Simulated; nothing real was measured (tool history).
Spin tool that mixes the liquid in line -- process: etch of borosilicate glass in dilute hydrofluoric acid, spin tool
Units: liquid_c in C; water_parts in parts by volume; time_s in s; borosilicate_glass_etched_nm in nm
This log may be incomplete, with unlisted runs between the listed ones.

{"run": 1, "hour": 0.0, "liquid_c": 23, "water_parts": 175, "time_s": 40, "borosilicate_glass_etched_nm": 5.5349}
{"run": 2, "hour": 2.9, "liquid_c": 25, "water_parts": 150, "time_s": 40, "borosilicate_glass_etched_nm": 7.1809}
{"run": 3, "hour": 9.7, "liquid_c": 28, "water_parts": 150, "time_s": 40, "borosilicate_glass_etched_nm": 7.9257}
{"run": 4, "hour": 18.8, "liquid_c": 29, "water_parts": 135, "time_s": 40, "borosilicate_glass_etched_nm": 9.4175}
{"run": 5, "hour": 22.3, "liquid_c": 29, "water_parts": 135, "time_s": 40, "borosilicate_glass_etched_nm": 9.435}
{"run": 6, "hour": 24.6, "liquid_c": 30.5, "water_parts": 135, "time_s": 40, "borosilicate_glass_etched_nm": 9.8462}
{"run": 7, "hour": 28.4, "liquid_c": 30.5, "water_parts": 125, "time_s": 40, "borosilicate_glass_etched_nm": 10.732}
{"run": 8, "hour": 33.6, "liquid_c": 30.5, "water_parts": 120, "time_s": 40, "borosilicate_glass_etched_nm": 11.402}

Run 9 has not been measured yet. What should we expect?
{"run": 9, "hour": 40.9, "liquid_c": 30.5, "water_parts": 115, "time_s": 40, "borosilicate_glass_etched_nm": "?"}

{"run 9": {"borosilicate_glass_etched_nm": 11.892}}
